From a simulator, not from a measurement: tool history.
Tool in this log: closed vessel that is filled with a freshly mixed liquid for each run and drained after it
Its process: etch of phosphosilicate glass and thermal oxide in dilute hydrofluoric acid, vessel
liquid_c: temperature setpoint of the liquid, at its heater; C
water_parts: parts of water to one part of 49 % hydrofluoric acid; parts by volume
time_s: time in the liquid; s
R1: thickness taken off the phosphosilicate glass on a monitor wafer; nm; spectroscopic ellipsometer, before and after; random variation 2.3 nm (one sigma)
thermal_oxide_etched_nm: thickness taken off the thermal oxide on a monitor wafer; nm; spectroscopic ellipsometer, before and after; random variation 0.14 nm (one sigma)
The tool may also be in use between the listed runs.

{"run": 1, "hour": 0.0, "liquid_c": 22, "water_parts": 185, "time_s": 150, "R1": 54.207, "thermal_oxide_etched_nm": 2.8921}
{"run": 2, "hour": 5.0, "liquid_c": 22, "water_parts": 185, "time_s": 115, "R1": 42.478, "thermal_oxide_etched_nm": 2.2321}
{"run": 3, "hour": 7.3, "liquid_c": 23, "water_parts": 170, "time_s": 120, "R1": 50.018, "thermal_oxide_etched_nm": 2.6575}
{"run": 4, "hour": 14.8, "liquid_c": 23.5, "water_parts": 155, "time_s": 125, "R1": 58.392, "thermal_oxide_etched_nm": 3.0712}
{"run": 5, "hour": 15.6, "liquid_c": 24, "water_parts": 145, "time_s": 130, "R1": 68.247, "thermal_oxide_etched_nm": 3.659}
{"run": 6, "hour": 23.9, "liquid_c": 24.5, "water_parts": 135, "time_s": 135, "R1": 78.523, "thermal_oxide_etched_nm": 4.0878}
{"run": 7, "hour": 24.4, "liquid_c": 25, "water_parts": 125, "time_s": 140, "R1": 89.329, "thermal_oxide_etched_nm": 4.8129}
{"run": 8, "hour": 25.1, "liquid_c": 26.5, "water_parts": 55, "time_s": 195, "R1": 327.89, "thermal_oxide_etched_nm": 17.497}
{"run": 9, "hour": 28.8, "liquid_c": 26.5, "water_parts": 55, "time_s": 195, "R1": 336.5, "thermal_oxide_etched_nm": 17.648}
{"run": 10, "hour": 30.5, "liquid_c": 26, "water_parts": 55, "time_s": 195, "R1": 324.09, "thermal_oxide_etched_nm": 17.237}
{"run": 11, "hour": 34.2, "liquid_c": 25, "water_parts": 55, "time_s": 195, "R1": 311.87, "thermal_oxide_etched_nm": 16.833}
{"run": 12, "hour": 37.9, "liquid_c": 25, "water_parts": 60, "time_s": 195, "R1": 283.19, "thermal_oxide_etched_nm": 15.138}

The next listed run, before its measurement:
{"run": 13, "hour": 42.7, "liquid_c": 24.5, "water_parts": 60, "time_s": 195, "R1": "?", "thermal_oxide_etched_nm": "?"}

R1: 279.57 nm
thermal_oxide_etched_nm: 14.742 nm

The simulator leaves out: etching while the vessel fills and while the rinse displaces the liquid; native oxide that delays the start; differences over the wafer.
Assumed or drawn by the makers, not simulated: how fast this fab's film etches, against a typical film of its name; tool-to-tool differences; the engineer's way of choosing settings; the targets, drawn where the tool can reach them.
